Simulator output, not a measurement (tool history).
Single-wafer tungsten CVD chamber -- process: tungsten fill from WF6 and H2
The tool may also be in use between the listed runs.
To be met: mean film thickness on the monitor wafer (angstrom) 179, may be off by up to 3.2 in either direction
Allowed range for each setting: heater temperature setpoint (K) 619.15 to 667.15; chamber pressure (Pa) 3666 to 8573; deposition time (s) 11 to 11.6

run,hour,heater temperature setpoint (K),chamber pressure (Pa),deposition time (s),mean film thickness on the monitor wafer (angstrom)
1,0,643.15,6119,11.6,228.96
2,4.1,640.15,6106,11.6,213.26
3,11.8,638.15,6093,11.6,203.72
4,15.2,638.15,6093,11.6,203.62
5,19.1,637.15,6093,11.6,198.58
6,27.8,636.15,6093,11.6,194.57
7,31.1,635.15,6093,11.6,189.9
8,33,634.15,6093,11.6,185.3

Exercise: of the 5 proposed moves below, exactly one satisfies all targets within the stated allowed misses. Which move is it?
A,34.9,633.15,6493,11.6,?
B,34.9,639.15,5413,11,?
C,34.9,632.15,6373,11.6,?
D,34.9,635.15,6199,11.5,?
E,34.9,633.15,6786,11.6,?

move,mean film thickness on the monitor wafer (angstrom)
A,186.18
B,189.08
C,180.42
D,190
E,189.55
A: lands further from the targets than the last run did
B: lands further from the targets than the last run did
C: all results in spec
D: lands further from the targets than the last run did
E: lands further from the targets than the last run did
Go with C: it meets all targets.
